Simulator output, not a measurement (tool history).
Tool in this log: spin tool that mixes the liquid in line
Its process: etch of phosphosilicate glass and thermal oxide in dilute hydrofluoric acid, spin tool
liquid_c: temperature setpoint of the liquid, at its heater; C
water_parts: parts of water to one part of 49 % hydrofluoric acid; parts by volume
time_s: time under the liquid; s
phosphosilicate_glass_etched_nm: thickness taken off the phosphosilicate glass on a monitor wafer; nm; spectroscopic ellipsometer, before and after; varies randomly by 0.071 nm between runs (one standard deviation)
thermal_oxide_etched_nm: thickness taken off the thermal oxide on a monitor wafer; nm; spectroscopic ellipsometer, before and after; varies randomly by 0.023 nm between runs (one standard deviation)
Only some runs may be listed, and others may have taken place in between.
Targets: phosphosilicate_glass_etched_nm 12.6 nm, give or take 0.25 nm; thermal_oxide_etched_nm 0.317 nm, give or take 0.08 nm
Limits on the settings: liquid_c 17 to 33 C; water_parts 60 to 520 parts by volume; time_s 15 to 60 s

run	hour	liquid_c	water_parts	time_s	phosphosilicate_glass_etched_nm	thermal_oxide_etched_nm
1	0	25	290	30	19.351	0.53689
2	1.1	23	300	30	17.274	0.48495
3	5.6	21.5	310	30	15.654	0.38008
4	11	20.5	320	30	14.433	0.35596
5	12.4	18	320	30	13.189	0.3517
6	20.2	18	270	30	16.439	0.39333
# hour 23.7: hydrofluoric acid flow meter replaced
7	23.7	17	330	30	11.454	0.28405
8	32.1	17.5	330	30	11.628	0.32266
9	35.1	18	330	30	11.906	0.26667
10	41.1	18.5	330	30	12.038	0.31346

Exercise: of the 4 proposed moves below, exactly one satisfies all targets within the stated allowed misses. Which move is it?
A	47.1	17	255	25	?	?
B	47.1	18.5	175	15	?	?
C	47.1	19.5	410	40	?	?
D	47.1	17	165	15	?	?

move	phosphosilicate_glass_etched_nm	thermal_oxide_etched_nm
A	13.088	0.34961
B	13.063	0.34892
C	12.538	0.3349
D	13.169	0.35177
A: moves the result that the last run missed by most past its target, out the other side
B: moves the result that the last run missed by most past its target, out the other side
C: hits every target within its allowed miss
D: moves the result that the last run missed by most past its target, out the other side
C meets every target.
